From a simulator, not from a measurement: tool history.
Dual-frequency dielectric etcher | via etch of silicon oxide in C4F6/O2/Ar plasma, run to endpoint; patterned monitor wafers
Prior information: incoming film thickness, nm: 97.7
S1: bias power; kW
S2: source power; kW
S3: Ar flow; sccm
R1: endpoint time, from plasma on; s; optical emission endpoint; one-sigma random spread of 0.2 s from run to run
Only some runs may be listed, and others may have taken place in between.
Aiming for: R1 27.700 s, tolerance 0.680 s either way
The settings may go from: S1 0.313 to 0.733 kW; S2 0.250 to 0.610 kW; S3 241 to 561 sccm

| run | hour | S1 | S2 | S3 | R1 |
|---|---|---|---|---|---|
| 1 | 0.0 | 0.523 | 0.430 | 401 | 23.708 |
| 2 | 6.9 | 0.433 | 0.430 | 401 | 26.062 |
| 3 | 14.7 | 0.479 | 0.430 | 401 | 24.343 |
| 4 | 15.4 | 0.479 | 0.430 | 358 | 24.302 |
| 5 | 18.2 | 0.479 | 0.390 | 358 | 24.867 |
| 6 | 24.7 | 0.467 | 0.390 | 359 | 25.697 |
| 7 | 27.1 | 0.459 | 0.390 | 359 | 25.601 |
| 8 | 32.0 | 0.451 | 0.390 | 359 | 25.931 |
| 9 | 40.7 | 0.451 | 0.390 | 359 | 25.963 |
| 10 | 45.0 | 0.444 | 0.390 | 359 | 25.890 |
| 11 | 50.6 | 0.444 | 0.390 | 359 | 25.944 |
| 12 | 53.8 | 0.437 | 0.390 | 359 | 26.146 |
| 13 | 59.6 | 0.431 | 0.390 | 359 | 26.608 |
| 14 | 66.7 | 0.383 | 0.380 | 361 | 28.785 |

Which of these 4 next moves meets every target?
| A | 73.8 | 0.379 | 0.320 | 418 | ? |
| B | 73.8 | 0.387 | 0.330 | 387 | ? |
| C | 73.8 | 0.367 | 0.360 | 378 | ? |
| D | 73.8 | 0.372 | 0.410 | 293 | ? |

| move | R1 |
|---|---|
| A | 30.521 |
| B | 29.711 |
| C | 29.677 |
| D | 27.695 |
A: the biggest miss grows against the last run
B: the biggest miss grows against the last run
C: the biggest miss grows against the last run
D: all results land within tolerance of their targets
Move D is the one to make.
